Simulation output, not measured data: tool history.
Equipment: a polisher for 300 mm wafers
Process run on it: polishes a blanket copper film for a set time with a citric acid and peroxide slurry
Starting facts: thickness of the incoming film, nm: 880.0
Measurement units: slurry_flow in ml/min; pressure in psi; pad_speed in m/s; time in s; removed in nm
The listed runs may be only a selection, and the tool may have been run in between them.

run,day,slurry_flow,pressure,pad_speed,slurry_solids,time,removed
1,0.000,260,2.7,1.06,1.0,52,108.380
2,0.296,260,2.4,1.06,1.0,52,97.898
3,0.392,260,2.4,1.06,1.0,47,88.243
4,0.625,260,3.0,1.06,1.0,47,106.530
5,1.000,260,3.0,1.24,1.0,47,125.240
6,1.258,260,3.0,1.36,1.0,47,134.740
7,1.533,260,2.6,1.30,1.0,47,116.420
8,1.558,260,2.3,1.24,1.0,47,100.280
9,1.688,250,1.6,1.10,1.0,47,67.256

For run 10, what comes out?
10,1.888,245,1.6,1.10,1.0,47,?

{"run 10": {"removed": 67.394}}

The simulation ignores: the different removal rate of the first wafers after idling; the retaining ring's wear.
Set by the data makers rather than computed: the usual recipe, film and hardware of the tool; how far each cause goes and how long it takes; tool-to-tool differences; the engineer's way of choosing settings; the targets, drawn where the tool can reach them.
